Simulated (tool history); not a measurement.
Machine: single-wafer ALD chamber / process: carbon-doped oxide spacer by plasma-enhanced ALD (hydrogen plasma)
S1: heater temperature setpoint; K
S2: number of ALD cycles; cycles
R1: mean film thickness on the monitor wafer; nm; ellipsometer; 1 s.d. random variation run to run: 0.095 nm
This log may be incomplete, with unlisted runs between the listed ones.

run    day      S1   S2      R1
  1  0.000  698.15  603  26.684
  2  0.346  694.15  624  28.213
  3  0.717  688.15  624  28.810
  4  0.971  686.15  636  29.411
  5  1.092  691.15  636  29.093
  6  1.258  686.15  636  29.643

Predict the results of run 7:
  7  1.571  686.15  636   ?

R1: 29.429 nm

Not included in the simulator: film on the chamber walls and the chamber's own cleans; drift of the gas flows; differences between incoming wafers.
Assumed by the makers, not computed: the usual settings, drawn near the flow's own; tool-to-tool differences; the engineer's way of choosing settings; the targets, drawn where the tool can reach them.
